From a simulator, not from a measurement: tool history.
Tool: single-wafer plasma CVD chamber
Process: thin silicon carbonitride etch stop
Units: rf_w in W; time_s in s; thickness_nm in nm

run,hour,rf_w,time_s,thickness_nm
1,0,180,15.3,8.1116
2,6.5,165,15.3,7.9644
3,8.2,175,15.7,8.2834
4,10.6,185,16,8.6008
5,16.2,190,16.2,8.7329
6,21.7,190,14.9,8.0186

Run 7 comes next. What will it give?
7,24.1,195,15.3,?

{"run 7": {"thickness_nm": 8.2761}}

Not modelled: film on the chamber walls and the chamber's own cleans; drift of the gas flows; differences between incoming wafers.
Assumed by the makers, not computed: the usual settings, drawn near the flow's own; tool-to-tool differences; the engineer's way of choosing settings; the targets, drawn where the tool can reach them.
